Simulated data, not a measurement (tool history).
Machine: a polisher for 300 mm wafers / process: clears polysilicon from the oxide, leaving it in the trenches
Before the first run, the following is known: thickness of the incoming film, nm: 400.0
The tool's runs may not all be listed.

run,hour,flow of slurry (ml/min),pressure of the wafer on the pad (psi),speed of the pad under the wafer (cm/s),overpolish time after the end point (s),time until the end point was called (s),dishing of a wide line in a test structure (Å)
1,0,180,2,118,14,38.78,418.9
2,3.1,180,2,118,9,39.573,384.54
3,7.6,180,1.8,116,9,43.531,365.4
4,8.3,180,1.8,116,6,42.531,313.52
# hour 13.8: head pressure recalibrated
5,13.8,140,1.8,116,6,47.747,302.8
6,22.5,110,1.8,116,6,48.81,306.81
7,29.4,110,1.7,114,8,51.641,354.27

For run 8, what comes out?
8,37.6,110,1.6,114,8,?,?

{"run 8": {"time until the end point was called (s)": 54.94, "dishing of a wide line in a test structure (Å)": 331.79}}

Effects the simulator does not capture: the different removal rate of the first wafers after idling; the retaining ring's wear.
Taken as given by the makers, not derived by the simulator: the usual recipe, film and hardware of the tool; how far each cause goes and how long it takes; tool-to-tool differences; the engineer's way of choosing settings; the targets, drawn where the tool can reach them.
